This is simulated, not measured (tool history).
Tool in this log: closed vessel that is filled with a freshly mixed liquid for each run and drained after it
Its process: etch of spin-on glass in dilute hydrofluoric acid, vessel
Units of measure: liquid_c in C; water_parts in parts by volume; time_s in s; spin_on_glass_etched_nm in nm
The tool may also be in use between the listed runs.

run	hour	liquid_c	water_parts	time_s	spin_on_glass_etched_nm
1	0.0	21.0	155	175	62.640
2	2.5	21.0	190	175	49.566
3	8.4	22.5	175	175	57.643
4	15.5	22.5	175	175	57.736
5	22.7	23.5	165	175	64.028
6	23.9	20.0	165	175	56.390
7	32.5	21.5	155	175	64.599
8	38.4	22.5	150	175	69.319

What does the tool deliver on the next run?
9	41.0	23.5	145	175	?

spin_on_glass_etched_nm: 75.113 nm
